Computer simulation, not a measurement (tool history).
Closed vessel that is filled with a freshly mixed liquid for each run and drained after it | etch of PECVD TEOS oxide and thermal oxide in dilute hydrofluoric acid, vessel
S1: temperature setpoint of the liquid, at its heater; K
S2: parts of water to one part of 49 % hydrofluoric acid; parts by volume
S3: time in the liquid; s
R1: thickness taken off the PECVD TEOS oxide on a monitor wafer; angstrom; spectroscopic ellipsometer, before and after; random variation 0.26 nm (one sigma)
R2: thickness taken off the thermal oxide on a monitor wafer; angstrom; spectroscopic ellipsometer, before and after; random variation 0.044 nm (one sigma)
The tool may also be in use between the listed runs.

{"run": 1, "hour": 0.0, "S1": 297.15, "S2": 45, "S3": 60, "R1": 358.73, "R2": 74.28}
{"run": 2, "hour": 5.1, "S1": 297.15, "S2": 60, "S3": 60, "R1": 268.2, "R2": 54.94}
{"run": 3, "hour": 12.6, "S1": 297.65, "S2": 60, "S3": 60, "R1": 269.95, "R2": 56.571}
{"run": 4, "hour": 14.3, "S1": 294.15, "S2": 60, "S3": 60, "R1": 231.85, "R2": 48.737}
{"run": 5, "hour": 20.6, "S1": 295.15, "S2": 60, "S3": 60, "R1": 245.51, "R2": 50.933}
{"run": 6, "hour": 28.2, "S1": 298.15, "S2": 60, "S3": 60, "R1": 276.6, "R2": 57.57}
{"run": 7, "hour": 33.8, "S1": 298.65, "S2": 60, "S3": 60, "R1": 276.56, "R2": 58.648}
{"run": 8, "hour": 35.4, "S1": 299.15, "S2": 60, "S3": 60, "R1": 286.98, "R2": 59.377}

The next listed run, before its measurement:
{"hour": 38.2, "done": "hydrofluoric acid flow meter replaced"}
{"run": 9, "hour": 38.2, "S1": 299.65, "S2": 60, "S3": 60, "R1": "?", "R2": "?"}

Run 9 gave R1 276.62 angstrom, R2 57.01 angstrom.
